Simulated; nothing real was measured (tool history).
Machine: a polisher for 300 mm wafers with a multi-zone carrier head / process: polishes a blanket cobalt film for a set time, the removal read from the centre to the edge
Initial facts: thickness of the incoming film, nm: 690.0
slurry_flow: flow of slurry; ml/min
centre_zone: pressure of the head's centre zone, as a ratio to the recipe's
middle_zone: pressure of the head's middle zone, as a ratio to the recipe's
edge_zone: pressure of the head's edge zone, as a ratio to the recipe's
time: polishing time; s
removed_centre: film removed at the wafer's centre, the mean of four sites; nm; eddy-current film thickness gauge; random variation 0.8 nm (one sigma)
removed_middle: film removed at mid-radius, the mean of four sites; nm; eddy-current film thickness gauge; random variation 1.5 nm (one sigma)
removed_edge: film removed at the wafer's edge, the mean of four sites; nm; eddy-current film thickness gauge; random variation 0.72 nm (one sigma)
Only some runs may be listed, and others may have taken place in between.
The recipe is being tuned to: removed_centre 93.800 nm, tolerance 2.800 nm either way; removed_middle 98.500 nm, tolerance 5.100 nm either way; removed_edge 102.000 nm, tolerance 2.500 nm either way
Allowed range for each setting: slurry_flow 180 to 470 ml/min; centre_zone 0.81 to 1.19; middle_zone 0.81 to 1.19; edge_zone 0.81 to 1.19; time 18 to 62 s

{"run": 1, "hour": 0.0, "slurry_flow": 300, "centre_zone": 1.0, "middle_zone": 1.0, "edge_zone": 1.0, "time": 40, "removed_centre": 205.23, "removed_middle": 206.75, "removed_edge": 206.41}
{"run": 2, "hour": 2.7, "slurry_flow": 275, "centre_zone": 0.97, "middle_zone": 0.97, "edge_zone": 0.96, "time": 36, "removed_centre": 178.01, "removed_middle": 181.16, "removed_edge": 183.44}
{"run": 3, "hour": 10.6, "slurry_flow": 275, "centre_zone": 0.97, "middle_zone": 0.97, "edge_zone": 0.96, "time": 32, "removed_centre": 158.58, "removed_middle": 161.98, "removed_edge": 162.41}
{"run": 4, "hour": 16.2, "slurry_flow": 275, "centre_zone": 0.93, "middle_zone": 0.97, "edge_zone": 0.96, "time": 32, "removed_centre": 149.7, "removed_middle": 160.18, "removed_edge": 162.87}
{"run": 5, "hour": 19.1, "slurry_flow": 255, "centre_zone": 0.92, "middle_zone": 0.95, "edge_zone": 0.93, "time": 29, "removed_centre": 136.44, "removed_middle": 136.95, "removed_edge": 143.69}
{"run": 6, "hour": 26.9, "slurry_flow": 250, "centre_zone": 0.9, "middle_zone": 0.95, "edge_zone": 0.91, "time": 27, "removed_centre": 121.03, "removed_middle": 129.59, "removed_edge": 132.59}
{"run": 7, "hour": 33.1, "slurry_flow": 260, "centre_zone": 0.91, "middle_zone": 0.86, "edge_zone": 0.82, "time": 18, "removed_centre": 80.959, "removed_middle": 80.453, "removed_edge": 83.65}
{"run": 8, "hour": 36.2, "slurry_flow": 260, "centre_zone": 0.91, "middle_zone": 0.88, "edge_zone": 0.84, "time": 18, "removed_centre": 82.943, "removed_middle": 82.208, "removed_edge": 83.979}
{"run": 9, "hour": 44.2, "slurry_flow": 260, "centre_zone": 0.9, "middle_zone": 0.89, "edge_zone": 0.87, "time": 18, "removed_centre": 81.531, "removed_middle": 83.42, "removed_edge": 87.03}
{"run": 10, "hour": 51.5, "slurry_flow": 260, "centre_zone": 0.91, "middle_zone": 0.91, "edge_zone": 0.89, "time": 18, "removed_centre": 82.326, "removed_middle": 82.841, "removed_edge": 88.267}
{"run": 11, "hour": 52.5, "slurry_flow": 260, "centre_zone": 0.92, "middle_zone": 0.94, "edge_zone": 0.91, "time": 18, "removed_centre": 83.669, "removed_middle": 87.48, "removed_edge": 88.502}
{"run": 12, "hour": 59.1, "slurry_flow": 260, "centre_zone": 0.93, "middle_zone": 0.95, "edge_zone": 0.94, "time": 18, "removed_centre": 83.634, "removed_middle": 88.281, "removed_edge": 90.817}
{"run": 13, "hour": 65.9, "slurry_flow": 260, "centre_zone": 0.94, "middle_zone": 0.96, "edge_zone": 0.96, "time": 18, "removed_centre": 84.773, "removed_middle": 87.638, "removed_edge": 90.165}
{"run": 14, "hour": 67.3, "slurry_flow": 260, "centre_zone": 0.94, "middle_zone": 0.97, "edge_zone": 0.98, "time": 18, "removed_centre": 84.191, "removed_middle": 88.361, "removed_edge": 91.891}

Which of these 4 next moves meets every target?
{"run": "A", "hour": 68.7, "slurry_flow": 180, "centre_zone": 1.02, "middle_zone": 0.81, "edge_zone": 1.15, "time": 20, "removed_centre": "?", "removed_middle": "?", "removed_edge": "?"}
{"run": "B", "hour": 68.7, "slurry_flow": 180, "centre_zone": 0.98, "middle_zone": 0.84, "edge_zone": 1.04, "time": 19, "removed_centre": "?", "removed_middle": "?", "removed_edge": "?"}
{"run": "C", "hour": 68.7, "slurry_flow": 235, "centre_zone": 0.96, "middle_zone": 1.0, "edge_zone": 1.03, "time": 20, "removed_centre": "?", "removed_middle": "?", "removed_edge": "?"}
{"run": "D", "hour": 68.7, "slurry_flow": 245, "centre_zone": 1.1, "middle_zone": 1.04, "edge_zone": 0.86, "time": 18, "removed_centre": "?", "removed_middle": "?", "removed_edge": "?"}

move=A removed_centre=96.187 removed_middle=81.423 removed_edge=106.720
move=B removed_centre=87.785 removed_middle=79.714 removed_edge=96.328
move=C removed_centre=95.337 removed_middle=101.560 removed_edge=104.160
move=D removed_centre=99.085 removed_middle=94.994 removed_edge=86.471
A: carries the result that was furthest off beyond its target, to the other side
B: gains on the last run, yet a result remains outside its allowed miss
C: meets every target
D: lands further from the targets than the last run did
Answer: C

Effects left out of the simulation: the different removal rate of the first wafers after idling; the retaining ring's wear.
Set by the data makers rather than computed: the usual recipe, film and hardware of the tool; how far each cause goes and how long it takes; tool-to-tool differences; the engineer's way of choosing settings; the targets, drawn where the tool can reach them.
